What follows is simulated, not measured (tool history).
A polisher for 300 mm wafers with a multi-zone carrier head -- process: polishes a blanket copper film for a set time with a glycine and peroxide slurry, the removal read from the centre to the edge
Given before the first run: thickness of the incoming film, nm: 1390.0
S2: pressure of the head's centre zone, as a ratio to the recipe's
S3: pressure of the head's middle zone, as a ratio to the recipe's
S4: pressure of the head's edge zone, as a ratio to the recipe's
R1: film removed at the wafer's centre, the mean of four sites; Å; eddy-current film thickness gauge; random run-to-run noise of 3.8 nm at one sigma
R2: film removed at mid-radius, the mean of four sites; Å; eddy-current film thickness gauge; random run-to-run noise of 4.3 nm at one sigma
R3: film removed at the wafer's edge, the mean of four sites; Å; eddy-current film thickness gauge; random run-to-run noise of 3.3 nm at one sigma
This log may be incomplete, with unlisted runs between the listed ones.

{"run": 1, "hour": 0.0, "flow of slurry (ml/min)": 245, "S2": 1.0, "S3": 1.0, "S4": 1.0, "polishing time (s)": 70, "R1": 5806.9, "R2": 5650.7, "R3": 5623.6}
{"run": 2, "hour": 8.7, "flow of slurry (ml/min)": 205, "S2": 1.0, "S3": 1.0, "S4": 1.0, "polishing time (s)": 70, "R1": 5613.9, "R2": 5446.2, "R3": 5613.6}
{"run": 3, "hour": 12.2, "flow of slurry (ml/min)": 205, "S2": 1.0, "S3": 1.0, "S4": 0.96, "polishing time (s)": 70, "R1": 5635.8, "R2": 5585.9, "R3": 5381.0}
{"run": 4, "hour": 13.3, "flow of slurry (ml/min)": 205, "S2": 1.0, "S3": 1.0, "S4": 0.96, "polishing time (s)": 87, "R1": 6908.9, "R2": 6767.7, "R3": 6784.7}
{"run": 5, "hour": 20.0, "flow of slurry (ml/min)": 210, "S2": 0.99, "S3": 0.98, "S4": 0.94, "polishing time (s)": 82, "R1": 6580.2, "R2": 6331.2, "R3": 6394.7}
{"run": 6, "hour": 24.3, "flow of slurry (ml/min)": 265, "S2": 0.99, "S3": 0.98, "S4": 0.94, "polishing time (s)": 82, "R1": 6839.8, "R2": 6554.9, "R3": 6493.2}

For run 7, what comes out?
{"run": 7, "hour": 30.9, "flow of slurry (ml/min)": 260, "S2": 0.98, "S3": 0.97, "S4": 0.93, "polishing time (s)": 78, "R1": "?", "R2": "?", "R3": "?"}

R1: 6358.7 Å
R2: 6153.0 Å
R3: 6083.3 Å
